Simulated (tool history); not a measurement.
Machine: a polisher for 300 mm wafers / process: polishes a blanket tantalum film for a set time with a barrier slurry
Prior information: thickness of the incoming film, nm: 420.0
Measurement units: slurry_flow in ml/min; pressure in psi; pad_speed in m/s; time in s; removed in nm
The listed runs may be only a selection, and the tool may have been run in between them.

{"run": 1, "day": 0.0, "slurry_flow": 215, "pressure": 2.0, "pad_speed": 1.0, "slurry_solids": 1.0, "time": 108, "removed": 216.34}
{"run": 2, "day": 0.325, "slurry_flow": 215, "pressure": 2.0, "pad_speed": 1.0, "slurry_solids": 1.0, "time": 108, "removed": 214.99}
{"run": 3, "day": 0.467, "slurry_flow": 265, "pressure": 2.0, "pad_speed": 1.0, "slurry_solids": 1.0, "time": 108, "removed": 217.73}
{"run": 4, "day": 0.704, "slurry_flow": 265, "pressure": 2.3, "pad_speed": 1.04, "slurry_solids": 1.0, "time": 108, "removed": 260.06}
{"run": 5, "day": 0.833, "slurry_flow": 265, "pressure": 2.5, "pad_speed": 1.08, "slurry_solids": 1.0, "time": 108, "removed": 284.05}
{"run": 6, "day": 0.904, "slurry_flow": 265, "pressure": 2.5, "pad_speed": 1.08, "slurry_solids": 1.15, "time": 108, "removed": 297.04}

Run 7 has not been measured yet. What should we expect?
{"run": 7, "day": 1.254, "slurry_flow": 265, "pressure": 2.7, "pad_speed": 1.12, "slurry_solids": 1.15, "time": 108, "removed": "?"}

Run 7 gave removed 329.81 nm.

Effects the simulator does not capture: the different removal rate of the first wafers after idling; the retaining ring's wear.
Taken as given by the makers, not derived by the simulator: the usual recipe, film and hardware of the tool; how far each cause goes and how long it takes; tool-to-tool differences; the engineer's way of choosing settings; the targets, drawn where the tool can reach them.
